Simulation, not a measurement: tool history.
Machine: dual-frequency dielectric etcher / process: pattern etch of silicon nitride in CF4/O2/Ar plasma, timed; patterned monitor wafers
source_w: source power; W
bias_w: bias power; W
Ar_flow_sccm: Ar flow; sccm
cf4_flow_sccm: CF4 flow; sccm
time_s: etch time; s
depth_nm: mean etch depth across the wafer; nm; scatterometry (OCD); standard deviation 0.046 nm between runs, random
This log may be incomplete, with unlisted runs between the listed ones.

run	hour	source_w	bias_w	Ar_flow_sccm	cf4_flow_sccm	time_s	depth_nm
1	0.0	420	36	136	117	12.0	17.629
2	1.6	420	41	136	117	12.0	18.339
3	2.3	420	41	136	99	12.0	18.027
4	4.6	370	41	136	99	12.0	16.322
5	5.4	370	41	136	106	12.0	16.465
6	8.6	300	41	136	106	12.0	14.044

Run 7 comes next. What will it give?
# hour 16.6: wet clean of the chamber
7	16.6	290	40	137	106	12.0	?

depth_nm: 12.825 nm
